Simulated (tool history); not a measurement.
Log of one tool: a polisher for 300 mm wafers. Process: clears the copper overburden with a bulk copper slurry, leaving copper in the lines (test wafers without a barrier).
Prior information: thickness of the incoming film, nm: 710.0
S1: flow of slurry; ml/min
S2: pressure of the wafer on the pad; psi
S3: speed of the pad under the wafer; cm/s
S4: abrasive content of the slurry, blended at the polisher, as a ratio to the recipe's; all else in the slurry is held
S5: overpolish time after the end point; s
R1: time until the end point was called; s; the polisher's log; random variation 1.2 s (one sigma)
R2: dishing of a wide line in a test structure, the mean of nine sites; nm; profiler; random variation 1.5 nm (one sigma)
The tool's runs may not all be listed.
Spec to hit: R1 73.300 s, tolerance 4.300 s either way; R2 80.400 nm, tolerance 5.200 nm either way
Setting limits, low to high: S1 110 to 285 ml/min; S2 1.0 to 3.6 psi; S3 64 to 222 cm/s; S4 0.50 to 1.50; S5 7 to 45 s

run	hour	S1	S2	S3	S4	S5	R1	R2
1	0.0	180	2.3	142	1.00	23	73.588	111.210
2	3.2	140	2.3	142	1.00	23	78.985	109.430
3	10.1	145	2.3	144	1.00	20	75.102	101.980
4	17.6	110	2.3	144	1.00	20	81.575	99.665
5	20.0	115	2.3	146	1.00	18	78.362	96.430
6	21.0	115	2.3	148	1.00	16	77.487	87.327
7	25.2	115	2.4	154	1.00	11	73.149	72.328
# hour 27.6: slurry nozzle cleaned
8	27.6	115	2.4	154	1.00	12	65.938	83.468
9	33.9	115	2.3	154	1.00	12	65.858	79.361
10	38.9	115	2.3	152	1.00	12	68.754	79.582

4 candidate next runs follow, results not yet known. Just one meets every target within its allowed miss. Identify it.
A	43.9	110	2.2	148	1.05	13	?	?
B	43.9	110	2.5	166	1.10	10	?	?
C	43.9	125	2.2	144	1.00	16	?	?
D	43.9	110	2.0	128	1.25	18	?	?

move	R1	R2
A	72.551	80.719
B	58.262	79.574
C	73.839	90.971
D	84.836	88.658
A: each result inside its tolerance
B: misses by more than the last run did
C: the worst result of the last run now meets its target, but another is out of spec
D: pushes the last run's worst result past its target
A is the move that brings every result within its allowed miss.

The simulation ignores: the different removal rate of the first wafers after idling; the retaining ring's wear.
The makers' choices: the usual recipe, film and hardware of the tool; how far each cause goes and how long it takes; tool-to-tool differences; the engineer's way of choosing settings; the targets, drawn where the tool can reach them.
